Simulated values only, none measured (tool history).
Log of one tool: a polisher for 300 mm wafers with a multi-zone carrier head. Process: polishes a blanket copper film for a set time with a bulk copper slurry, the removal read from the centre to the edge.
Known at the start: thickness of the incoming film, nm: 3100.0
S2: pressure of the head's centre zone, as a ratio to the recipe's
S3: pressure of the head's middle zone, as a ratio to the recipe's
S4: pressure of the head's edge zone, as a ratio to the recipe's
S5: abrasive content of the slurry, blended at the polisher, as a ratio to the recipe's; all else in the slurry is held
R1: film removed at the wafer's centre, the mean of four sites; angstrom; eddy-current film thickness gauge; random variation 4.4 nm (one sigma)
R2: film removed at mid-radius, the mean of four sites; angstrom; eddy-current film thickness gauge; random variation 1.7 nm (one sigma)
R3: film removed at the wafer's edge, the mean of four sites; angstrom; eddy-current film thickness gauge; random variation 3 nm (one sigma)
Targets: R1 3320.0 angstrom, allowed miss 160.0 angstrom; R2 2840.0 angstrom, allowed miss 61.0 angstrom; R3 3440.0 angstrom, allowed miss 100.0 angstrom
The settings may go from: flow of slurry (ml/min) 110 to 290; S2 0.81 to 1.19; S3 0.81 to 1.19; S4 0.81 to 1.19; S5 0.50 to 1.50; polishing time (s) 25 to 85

Run 1, hour 0.0: flow of slurry (ml/min) 185, S2 1.00, S3 1.00, S4 1.00, S5 1.00, polishing time (s) 55. Result: R1 3300.2 angstrom, R2 3378.1 angstrom, R3 3569.1 angstrom.
Run 2, hour 6.5: flow of slurry (ml/min) 185, S2 1.00, S3 1.00, S4 1.00, S5 1.00, polishing time (s) 68. Result: R1 4180.0 angstrom, R2 4217.3 angstrom, R3 4399.0 angstrom.
Run 3, hour 11.4: flow of slurry (ml/min) 170, S2 1.00, S3 0.95, S4 0.98, S5 0.85, polishing time (s) 67. Result: R1 3956.1 angstrom, R2 3809.1 angstrom, R3 4109.8 angstrom.
Run 4, hour 13.6: flow of slurry (ml/min) 170, S2 1.00, S3 0.95, S4 0.91, S5 0.85, polishing time (s) 67. Result: R1 3927.7 angstrom, R2 3779.4 angstrom, R3 3996.9 angstrom.
Run 5, hour 20.5: flow of slurry (ml/min) 170, S2 1.00, S3 0.95, S4 0.96, S5 0.85, polishing time (s) 67. Result: R1 3965.6 angstrom, R2 3757.0 angstrom, R3 4098.9 angstrom.
Run 6, hour 29.4: flow of slurry (ml/min) 160, S2 0.99, S3 0.91, S4 0.93, S5 0.75, polishing time (s) 66. Result: R1 3704.7 angstrom, R2 3432.1 angstrom, R3 3849.8 angstrom.
Run 7, hour 31.5: flow of slurry (ml/min) 150, S2 0.98, S3 0.88, S4 0.91, S5 0.70, polishing time (s) 66. Result: R1 3527.5 angstrom, R2 3288.3 angstrom, R3 3772.1 angstrom.
Run 8, hour 35.4: flow of slurry (ml/min) 125, S2 1.04, S3 0.81, S4 0.87, S5 0.50, polishing time (s) 64. Result: R1 3245.0 angstrom, R2 2633.9 angstrom, R3 3242.6 angstrom.
Run 9, hour 44.0: flow of slurry (ml/min) 140, S2 1.03, S3 0.81, S4 0.88, S5 0.50, polishing time (s) 64. Result: R1 3361.2 angstrom, R2 2753.2 angstrom, R3 3313.3 angstrom.

4 next moves are on the table. One of them brings every result within its allowed miss. Which?
Run A, hour 52.6: flow of slurry (ml/min) 195, S2 0.81, S3 0.81, S4 0.93, S5 0.80, polishing time (s) 60. Result: R1 ?, R2 ?, R3 ?.
Run B, hour 52.6: flow of slurry (ml/min) 110, S2 0.91, S3 0.84, S4 1.00, S5 0.55, polishing time (s) 69. Result: R1 ?, R2 ?, R3 ?.
Run C, hour 52.6: flow of slurry (ml/min) 120, S2 0.83, S3 0.81, S4 0.88, S5 0.75, polishing time (s) 68. Result: R1 ?, R2 ?, R3 ?.
Run D, hour 52.6: flow of slurry (ml/min) 135, S2 1.01, S3 0.82, S4 0.90, S5 0.50, polishing time (s) 66. Result: R1 ?, R2 ?, R3 ?.

move      R1      R2      R3
   A  2954.8  3037.2  3640.1
   B  2997.8  2883.9  3646.8
   C  2942.9  3003.6  3647.3
   D  3382.3  2841.9  3414.0
A: takes the result that was furthest off past its target
B: brings the result that was furthest off to its target, and leaves another outside
C: takes the result that was furthest off past its target
D: meets every target
Answer: D

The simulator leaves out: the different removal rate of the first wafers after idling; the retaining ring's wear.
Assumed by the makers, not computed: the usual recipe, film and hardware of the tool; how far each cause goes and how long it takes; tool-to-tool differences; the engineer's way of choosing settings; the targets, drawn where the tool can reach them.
